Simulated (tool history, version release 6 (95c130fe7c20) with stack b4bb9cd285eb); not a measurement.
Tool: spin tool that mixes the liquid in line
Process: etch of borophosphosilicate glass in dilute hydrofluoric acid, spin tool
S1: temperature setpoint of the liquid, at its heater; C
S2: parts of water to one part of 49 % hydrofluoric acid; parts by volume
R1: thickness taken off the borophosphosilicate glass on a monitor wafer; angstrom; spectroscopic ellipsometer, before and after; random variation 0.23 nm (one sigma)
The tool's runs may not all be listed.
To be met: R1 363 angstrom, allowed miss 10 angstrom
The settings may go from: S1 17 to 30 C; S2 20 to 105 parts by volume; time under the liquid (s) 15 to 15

Run 1, hour 0: S1 22 C, S2 55 parts by volume, time under the liquid (s) 15. Result: R1 120.95 angstrom.
Run 2, hour 5.5: S1 18.5 C, S2 55 parts by volume, time under the liquid (s) 15. Result: R1 104.1 angstrom.
Run 3, hour 13.5: S1 22 C, S2 45 parts by volume, time under the liquid (s) 15. Result: R1 150.53 angstrom.
Run 4, hour 18.2: S1 24.5 C, S2 40 parts by volume, time under the liquid (s) 15. Result: R1 187.37 angstrom.
Run 5, hour 19.6: S1 24.5 C, S2 20 parts by volume, time under the liquid (s) 15. Result: R1 388.29 angstrom.
Run 6, hour 26.5: S1 26 C, S2 20 parts by volume, time under the liquid (s) 15. Result: R1 417.16 angstrom.
Run 7, hour 30.3: S1 25 C, S2 20 parts by volume, time under the liquid (s) 15. Result: R1 389.65 angstrom.
Run 8, hour 37.8: S1 24.5 C, S2 20 parts by volume, time under the liquid (s) 15. Result: R1 385.21 angstrom.
Run 9, hour 44: S1 24 C, S2 20 parts by volume, time under the liquid (s) 15. Result: R1 382.68 angstrom.

Which of these 4 next moves meets every target?
Run A, hour 50.2: S1 24.5 C, S2 20 parts by volume, time under the liquid (s) 15. Result: R1 ?.
Run B, hour 50.2: S1 25 C, S2 20 parts by volume, time under the liquid (s) 15. Result: R1 ?.
Run C, hour 50.2: S1 26.5 C, S2 20 parts by volume, time under the liquid (s) 15. Result: R1 ?.
Run D, hour 50.2: S1 23 C, S2 20 parts by volume, time under the liquid (s) 15. Result: R1 ?.

move      R1
   A  385.63
   B  393.82
   C  419.25
   D  361.92
A: further off than the last run
B: further off than the last run
C: further off than the last run
D: meets every target
The right move is D.
